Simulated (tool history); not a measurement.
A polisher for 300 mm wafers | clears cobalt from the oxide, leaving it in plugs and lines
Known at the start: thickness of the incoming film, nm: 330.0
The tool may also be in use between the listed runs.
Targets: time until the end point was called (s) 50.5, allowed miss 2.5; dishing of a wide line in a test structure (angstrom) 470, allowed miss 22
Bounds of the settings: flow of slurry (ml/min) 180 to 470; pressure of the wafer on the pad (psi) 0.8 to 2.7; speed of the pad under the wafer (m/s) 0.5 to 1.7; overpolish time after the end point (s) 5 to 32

| run | hour | flow of slurry (ml/min) | pressure of the wafer on the pad (psi) | speed of the pad under the wafer (m/s) | overpolish time after the end point (s) | time until the end point was called (s) | dishing of a wide line in a test structure (angstrom) |
|---|---|---|---|---|---|---|---|
| 1 | 0 | 300 | 1.7 | 1.1 | 16 | 75.922 | 420.2 |
| 2 | 7.4 | 300 | 1.8 | 1.1 | 16 | 73.47 | 419.97 |
| 3 | 12.5 | 300 | 1.8 | 0.82 | 16 | 93.588 | 351 |
| 4 | 18.1 | 300 | 1.8 | 0.56 | 16 | 139.7 | 264.74 |
| 5 | 24.6 | 300 | 1.9 | 0.6 | 16 | 125.91 | 282.92 |
| 6 | 32.4 | 300 | 1.9 | 0.6 | 10 | 122.64 | 193.89 |
| 7 | 39.2 | 300 | 2 | 0.66 | 11 | 110.79 | 243.98 |
| 8 | 44.9 | 300 | 2.1 | 0.7 | 11 | 98.267 | 258.36 |
| 9 | 46.4 | 300 | 2.2 | 0.74 | 11 | 88.585 | 279.73 |
| 10 | 54.9 | 300 | 2.3 | 0.76 | 11 | 83.301 | 289.84 |
| 11 | 58.3 | 300 | 2.3 | 0.8 | 11 | 79.507 | 310.4 |
| 12 | 60.6 | 300 | 2.3 | 0.82 | 11 | 78.08 | 317.46 |
| 13 | 64.3 | 300 | 2.3 | 0.84 | 11 | 75.808 | 321.88 |

4 next moves are on the table. One of them brings every result within its allowed miss. Which?
| A | 68 | 275 | 2.4 | 1.22 | 13 | ? | ? |
| B | 68 | 415 | 2.2 | 1.46 | 13 | ? | ? |
| C | 68 | 295 | 2.5 | 1.06 | 14 | ? | ? |
| D | 68 | 330 | 2.2 | 1.3 | 17 | ? | ? |

| move | time until the end point was called (s) | dishing of a wide line in a test structure (angstrom) |
|---|---|---|
| A | 51.349 | 462.19 |
| B | 45.503 | 496.35 |
| C | 56.378 | 456.92 |
| D | 51.683 | 536.48 |
A: meets every target
B: takes the result that was furthest off past its target
C: nearer than the last run, and not there yet
D: brings the result that was furthest off to its target, and leaves another outside
Move A is the one to make.

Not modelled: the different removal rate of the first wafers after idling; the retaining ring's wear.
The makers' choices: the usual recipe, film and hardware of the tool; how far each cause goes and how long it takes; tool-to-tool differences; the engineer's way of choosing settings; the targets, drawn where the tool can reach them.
